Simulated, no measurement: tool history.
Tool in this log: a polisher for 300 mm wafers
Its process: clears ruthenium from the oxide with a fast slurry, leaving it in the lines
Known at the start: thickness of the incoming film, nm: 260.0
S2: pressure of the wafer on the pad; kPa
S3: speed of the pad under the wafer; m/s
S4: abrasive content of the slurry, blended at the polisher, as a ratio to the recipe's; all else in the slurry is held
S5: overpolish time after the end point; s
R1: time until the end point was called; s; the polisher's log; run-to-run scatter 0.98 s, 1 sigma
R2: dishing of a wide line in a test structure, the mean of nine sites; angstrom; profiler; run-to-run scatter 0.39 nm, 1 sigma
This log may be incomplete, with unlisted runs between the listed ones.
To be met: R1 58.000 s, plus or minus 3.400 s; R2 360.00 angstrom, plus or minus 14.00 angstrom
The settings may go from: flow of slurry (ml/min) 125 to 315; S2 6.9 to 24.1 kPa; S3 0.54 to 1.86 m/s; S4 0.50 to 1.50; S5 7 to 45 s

run 1 hour=0.0 | flow_of_slurry_(ml/min)=205 S2=15.2 S3=1.18 S4=1.00 S5=23 | R1=68.946 R2=570.43
run 2 hour=6.0 | flow_of_slurry_(ml/min)=205 S2=15.2 S3=1.38 S4=1.00 S5=23 | R1=60.529 R2=624.30
run 3 hour=10.8 | flow_of_slurry_(ml/min)=205 S2=15.2 S3=1.40 S4=1.00 S5=20 | R1=59.158 R2=576.21
run 4 hour=15.0 | flow_of_slurry_(ml/min)=205 S2=15.2 S3=1.40 S4=1.00 S5=18 | R1=59.795 R2=524.87
run 5 hour=22.1 | flow_of_slurry_(ml/min)=205 S2=15.2 S3=1.40 S4=1.00 S5=8 | R1=59.398 R2=266.61
run 6 hour=30.3 | flow_of_slurry_(ml/min)=205 S2=12.4 S3=1.40 S4=1.00 S5=8 | R1=69.407 R2=237.91
-- hour=34.5 worn pad replaced by a new one
run 7 hour=34.5 | flow_of_slurry_(ml/min)=205 S2=12.4 S3=1.40 S4=1.00 S5=8 | R1=64.312 R2=246.51
run 8 hour=42.6 | flow_of_slurry_(ml/min)=200 S2=13.1 S3=1.40 S4=1.00 S5=9 | R1=63.207 R2=283.02
run 9 hour=47.2 | flow_of_slurry_(ml/min)=190 S2=13.1 S3=1.40 S4=1.00 S5=9 | R1=64.016 R2=283.77
run 10 hour=55.0 | flow_of_slurry_(ml/min)=180 S2=13.1 S3=1.40 S4=1.00 S5=9 | R1=63.501 R2=285.13
run 11 hour=56.0 | flow_of_slurry_(ml/min)=175 S2=13.1 S3=1.40 S4=1.00 S5=9 | R1=63.786 R2=276.24
run 12 hour=63.4 | flow_of_slurry_(ml/min)=175 S2=13.8 S3=1.40 S4=1.00 S5=10 | R1=61.421 R2=314.64
run 13 hour=68.4 | flow_of_slurry_(ml/min)=170 S2=13.8 S3=1.40 S4=1.00 S5=10 | R1=61.663 R2=310.53
run 14 hour=72.4 | flow_of_slurry_(ml/min)=165 S2=13.8 S3=1.40 S4=1.00 S5=10 | R1=62.832 R2=307.34
run 15 hour=76.4 | flow_of_slurry_(ml/min)=175 S2=15.2 S3=1.40 S4=1.00 S5=14 | R1=56.902 R2=444.55
run 16 hour=84.4 | flow_of_slurry_(ml/min)=185 S2=15.2 S3=1.40 S4=1.00 S5=14 | R1=58.781 R2=450.11
run 17 hour=90.5 | flow_of_slurry_(ml/min)=160 S2=15.2 S3=1.40 S4=1.00 S5=7 | R1=58.545 R2=234.54
run 18 hour=98.2 | flow_of_slurry_(ml/min)=160 S2=14.5 S3=1.46 S4=1.00 S5=7 | R1=59.375 R2=241.03
run 19 hour=103.6 | flow_of_slurry_(ml/min)=160 S2=14.5 S3=1.44 S4=1.05 S5=8 | R1=57.168 R2=268.68
run 20 hour=107.1 | flow_of_slurry_(ml/min)=160 S2=15.2 S3=1.46 S4=0.95 S5=8 | R1=59.652 R2=267.57
run 21 hour=113.9 | flow_of_slurry_(ml/min)=160 S2=15.2 S3=1.48 S4=0.95 S5=9 | R1=60.331 R2=304.39
run 22 hour=118.4 | flow_of_slurry_(ml/min)=160 S2=15.9 S3=1.50 S4=0.95 S5=9 | R1=54.513 R2=312.25

Pick the move, out of 5, that brings all results within their allowed miss; only one does.
run A hour=122.9 | flow_of_slurry_(ml/min)=210 S2=16.5 S3=1.48 S4=0.90 S5=9 | R1=? R2=?
run B hour=122.9 | flow_of_slurry_(ml/min)=160 S2=17.2 S3=1.48 S4=0.95 S5=7 | R1=? R2=?
run C hour=122.9 | flow_of_slurry_(ml/min)=125 S2=18.6 S3=1.62 S4=0.90 S5=10 | R1=? R2=?
run D hour=122.9 | flow_of_slurry_(ml/min)=180 S2=13.1 S3=1.40 S4=1.20 S5=11 | R1=? R2=?
run E hour=122.9 | flow_of_slurry_(ml/min)=165 S2=13.1 S3=1.40 S4=0.95 S5=11 | R1=? R2=?

move=A R1=55.865 R2=314.78
move=B R1=54.514 R2=257.36
move=C R1=52.106 R2=366.18
move=D R1=58.529 R2=359.69
move=E R1=68.251 R2=314.89
A: better than the last run, though not everything is in spec
B: further off than the last run
C: meets the target for the result that was furthest off, but another lies outside its allowed miss
D: each result inside its tolerance
E: better than the last run, though not everything is in spec
Correct choice: D, which meets every target

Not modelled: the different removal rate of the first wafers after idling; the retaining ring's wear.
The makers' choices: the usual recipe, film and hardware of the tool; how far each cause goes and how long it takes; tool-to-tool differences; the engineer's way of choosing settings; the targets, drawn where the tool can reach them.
